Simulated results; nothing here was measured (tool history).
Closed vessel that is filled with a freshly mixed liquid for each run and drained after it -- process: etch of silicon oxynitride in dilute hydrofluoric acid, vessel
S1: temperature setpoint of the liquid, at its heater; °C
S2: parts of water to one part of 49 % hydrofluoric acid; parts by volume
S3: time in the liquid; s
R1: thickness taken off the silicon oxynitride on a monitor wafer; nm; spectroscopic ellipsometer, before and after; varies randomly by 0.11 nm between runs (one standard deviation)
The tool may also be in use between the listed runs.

run 1 hour=0.0 | S1=25.0 S2=145 S3=2345 | R1=43.444
run 2 hour=3.3 | S1=25.0 S2=120 S3=2345 | R1=53.082
run 3 hour=5.2 | S1=23.0 S2=135 S3=2345 | R1=42.969
run 4 hour=13.8 | S1=21.5 S2=145 S3=2345 | R1=37.126
run 5 hour=22.1 | S1=21.5 S2=120 S3=2345 | R1=45.360
run 6 hour=28.9 | S1=21.5 S2=90 S3=2345 | R1=62.013

Run 7 comes next. What will it give?
run 7 hour=37.0 | S1=20.5 S2=110 S3=2345 | R1=?

For run 7 the tool returned R1 47.420 nm.
